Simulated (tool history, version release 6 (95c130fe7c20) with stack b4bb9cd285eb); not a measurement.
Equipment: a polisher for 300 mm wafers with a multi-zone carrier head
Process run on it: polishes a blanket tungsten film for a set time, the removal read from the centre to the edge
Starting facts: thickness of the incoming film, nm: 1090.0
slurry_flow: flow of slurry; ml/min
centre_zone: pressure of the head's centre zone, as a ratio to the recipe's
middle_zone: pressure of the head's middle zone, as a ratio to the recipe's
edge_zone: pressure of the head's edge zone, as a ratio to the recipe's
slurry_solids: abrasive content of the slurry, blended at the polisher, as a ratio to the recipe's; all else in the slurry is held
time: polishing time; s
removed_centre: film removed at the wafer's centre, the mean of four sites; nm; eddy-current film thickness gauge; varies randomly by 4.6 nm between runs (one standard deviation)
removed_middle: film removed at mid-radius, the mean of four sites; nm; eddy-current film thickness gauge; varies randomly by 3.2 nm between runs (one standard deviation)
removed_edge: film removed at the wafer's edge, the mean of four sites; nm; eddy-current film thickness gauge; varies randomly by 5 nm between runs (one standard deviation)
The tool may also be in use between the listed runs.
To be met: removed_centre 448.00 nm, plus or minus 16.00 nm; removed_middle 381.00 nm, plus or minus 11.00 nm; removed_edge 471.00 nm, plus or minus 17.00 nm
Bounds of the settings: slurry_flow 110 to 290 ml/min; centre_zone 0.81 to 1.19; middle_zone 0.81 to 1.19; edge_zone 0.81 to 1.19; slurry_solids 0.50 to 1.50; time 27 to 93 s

run,hour,slurry_flow,centre_zone,middle_zone,edge_zone,slurry_solids,time,removed_centre,removed_middle,removed_edge
1,0.0,185,1.00,1.00,1.00,1.00,59,374.51,351.03,354.77
2,5.1,220,1.00,1.00,1.00,1.00,59,382.96,368.01,360.90
3,9.0,220,1.00,0.92,1.00,1.00,59,386.54,339.17,369.87
4,17.2,220,1.00,0.88,1.00,1.00,59,383.99,333.30,370.69
5,21.7,220,1.00,0.88,1.00,1.15,59,399.77,336.53,384.86
# hour 29.3: edge zone pressure recalibrated
6,29.3,230,0.99,0.89,1.04,1.25,59,417.94,355.46,418.67
7,30.4,275,0.99,0.91,1.14,1.30,59,422.72,372.53,441.84
8,35.7,275,0.99,0.91,1.15,1.35,59,426.05,378.54,453.03

4 next moves are on the table. One of them brings every result within its allowed miss. Which?
A,41.0,270,0.89,0.82,1.14,1.30,70,?,?,?
B,41.0,285,1.02,1.00,1.19,1.15,63,?,?,?
C,41.0,275,1.08,0.97,1.11,1.40,56,?,?,?
D,41.0,290,0.98,0.87,1.10,1.50,60,?,?,?

move,removed_centre,removed_middle,removed_edge
A,453.24,407.49,516.13
B,456.46,420.68,459.29
C,450.94,382.55,416.02
D,448.70,383.70,454.79
A: meets the target for the result that was furthest off, but another lies outside its allowed miss
B: meets the target for the result that was furthest off, but another lies outside its allowed miss
C: meets the target for the result that was furthest off, but another lies outside its allowed miss
D: all results in spec
The move that meets every target is D.
